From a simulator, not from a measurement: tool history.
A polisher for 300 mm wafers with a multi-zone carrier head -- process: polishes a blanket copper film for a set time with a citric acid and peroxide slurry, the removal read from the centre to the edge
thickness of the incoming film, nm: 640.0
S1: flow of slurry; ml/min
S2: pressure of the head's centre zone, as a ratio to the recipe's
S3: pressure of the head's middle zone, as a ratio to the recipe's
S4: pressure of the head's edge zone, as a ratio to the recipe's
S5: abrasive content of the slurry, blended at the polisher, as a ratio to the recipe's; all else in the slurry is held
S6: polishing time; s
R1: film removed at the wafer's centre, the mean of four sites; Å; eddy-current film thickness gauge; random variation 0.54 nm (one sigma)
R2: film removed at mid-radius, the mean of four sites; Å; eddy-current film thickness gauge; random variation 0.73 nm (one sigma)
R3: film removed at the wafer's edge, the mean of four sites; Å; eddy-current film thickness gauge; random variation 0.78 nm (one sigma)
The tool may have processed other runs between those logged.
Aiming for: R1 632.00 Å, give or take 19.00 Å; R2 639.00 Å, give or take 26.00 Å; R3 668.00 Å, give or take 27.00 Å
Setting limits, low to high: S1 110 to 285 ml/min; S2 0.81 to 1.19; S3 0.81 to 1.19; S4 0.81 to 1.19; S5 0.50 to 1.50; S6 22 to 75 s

| run | hour | S1 | S2 | S3 | S4 | S5 | S6 | R1 | R2 | R3 |
|---|---|---|---|---|---|---|---|---|---|---|
| 1 | 0.0 | 180 | 1.00 | 1.00 | 1.00 | 1.00 | 48 | 838.03 | 815.04 | 822.61 |
| 2 | 0.7 | 165 | 1.00 | 1.00 | 1.00 | 1.00 | 48 | 839.69 | 829.03 | 819.71 |
| 3 | 4.1 | 165 | 0.96 | 0.96 | 0.97 | 0.85 | 47 | 742.90 | 757.51 | 786.16 |
| 4 | 9.7 | 165 | 0.97 | 0.95 | 0.95 | 0.75 | 46 | 715.62 | 720.93 | 717.70 |
| 5 | 15.6 | 165 | 0.97 | 0.95 | 1.02 | 0.75 | 46 | 723.09 | 719.36 | 725.21 |
| 6 | 22.9 | 160 | 0.96 | 0.93 | 1.02 | 0.70 | 46 | 695.70 | 687.35 | 725.91 |
| 7 | 27.3 | 155 | 0.96 | 0.93 | 1.02 | 0.65 | 46 | 679.84 | 683.63 | 716.60 |
| 8 | 36.1 | 155 | 0.96 | 0.93 | 1.02 | 0.65 | 46 | 681.35 | 669.40 | 705.09 |

Below are 5 possible settings for the next run. Only one of them brings all results inside the allowed miss of their targets. Which is it?
| A | 44.9 | 155 | 0.92 | 0.99 | 0.92 | 0.65 | 48 | ? | ? | ? |
| B | 44.9 | 170 | 0.93 | 0.90 | 0.96 | 0.90 | 40 | ? | ? | ? |
| C | 44.9 | 205 | 1.02 | 1.04 | 1.00 | 0.70 | 44 | ? | ? | ? |
| D | 44.9 | 165 | 1.03 | 1.09 | 0.96 | 0.55 | 47 | ? | ? | ? |
| E | 44.9 | 135 | 0.97 | 0.81 | 1.04 | 0.65 | 44 | ? | ? | ? |

| move | R1 | R2 | R3 |
|---|---|---|---|
| A | 680.34 | 721.73 | 715.49 |
| B | 629.56 | 625.05 | 663.49 |
| C | 731.52 | 716.50 | 706.44 |
| D | 721.67 | 721.85 | 685.29 |
| E | 644.45 | 581.15 | 680.43 |
A: misses by more than the last run did
B: every result within its allowed miss
C: misses by more than the last run did
D: misses by more than the last run did
E: corrects the largest miss of the last run, while another result sits out of spec
Go with B: it meets all targets.
